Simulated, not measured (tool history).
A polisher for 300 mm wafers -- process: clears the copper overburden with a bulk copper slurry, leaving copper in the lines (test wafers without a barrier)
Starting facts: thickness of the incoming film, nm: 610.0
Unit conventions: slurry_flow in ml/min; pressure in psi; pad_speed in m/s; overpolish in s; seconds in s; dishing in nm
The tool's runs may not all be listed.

run,hour,slurry_flow,pressure,pad_speed,slurry_solids,overpolish,seconds,dishing
1,0.0,185,1.9,0.88,1.00,14,113.49,35.2530
2,7.1,200,1.9,0.88,1.00,14,113.90,34.5180
3,8.0,210,1.8,0.86,1.00,13,118.93,33.4050
4,12.3,210,1.8,0.72,1.00,13,136.08,30.9760
5,17.5,200,1.7,0.70,1.00,12,146.89,27.1360
6,20.7,195,1.6,0.68,1.00,11,159.78,25.0660
7,26.7,195,1.6,0.68,1.00,11,160.95,24.6730
8,29.7,195,1.6,0.68,1.00,11,162.22,25.2890
9,36.9,185,1.5,0.68,1.05,10,175.42,21.5730
10,39.1,180,1.4,0.68,1.05,9,181.89,19.7720
11,41.8,130,0.9,0.60,1.05,4,301.68,6.0315
12,47.5,130,0.9,0.60,1.05,4,317.75,6.0522
13,52.3,140,0.9,0.60,1.05,4,305.33,6.1000
14,58.1,150,0.9,0.60,1.05,4,302.21,6.1249
15,62.0,155,0.9,0.58,1.05,4,309.57,5.9379
16,63.4,155,0.9,0.58,1.05,4,300.43,6.0906
17,64.6,155,1.3,0.58,1.05,10,215.83,17.5560
18,69.1,150,1.1,0.62,1.00,10,257.09,16.5550
19,74.3,140,1.1,0.68,1.00,9,239.15,16.1870
20,77.4,155,1.0,0.66,1.10,9,248.76,14.3260
21,82.1,155,1.0,0.66,1.10,8,257.59,12.7740
22,88.7,155,1.0,0.66,1.05,8,253.48,13.1440
23,90.4,155,1.0,0.66,1.05,5,254.66,8.7668

Forecast run 24:
24,96.7,150,1.0,0.70,1.00,6,?,?

Run 24 gave seconds 249.83 s, dishing 10.7840 nm.

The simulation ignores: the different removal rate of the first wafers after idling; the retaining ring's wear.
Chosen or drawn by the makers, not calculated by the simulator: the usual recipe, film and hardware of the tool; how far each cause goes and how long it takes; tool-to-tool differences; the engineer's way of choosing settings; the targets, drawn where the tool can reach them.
